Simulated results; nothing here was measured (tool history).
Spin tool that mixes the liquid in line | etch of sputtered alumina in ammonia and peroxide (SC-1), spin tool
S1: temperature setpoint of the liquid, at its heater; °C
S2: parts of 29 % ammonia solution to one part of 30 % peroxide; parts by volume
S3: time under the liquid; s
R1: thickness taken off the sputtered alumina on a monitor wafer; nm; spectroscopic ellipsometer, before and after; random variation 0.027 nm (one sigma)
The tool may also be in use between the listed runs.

run  hour    S1    S2  S3      R1
  1     0    61   0.6  25  2.5683
  2   7.7    61  0.45  25   2.537
  3    13  62.5  0.45  25  2.7337
  4  14.5  63.5  0.45  25  2.8709
  5  18.7  63.5  0.65  25  2.9863
  6  23.1  63.5  0.65  25  3.0154

Forecast run 7:
  7    27  64.5  0.65  25   ?

R1: 3.1242 nm
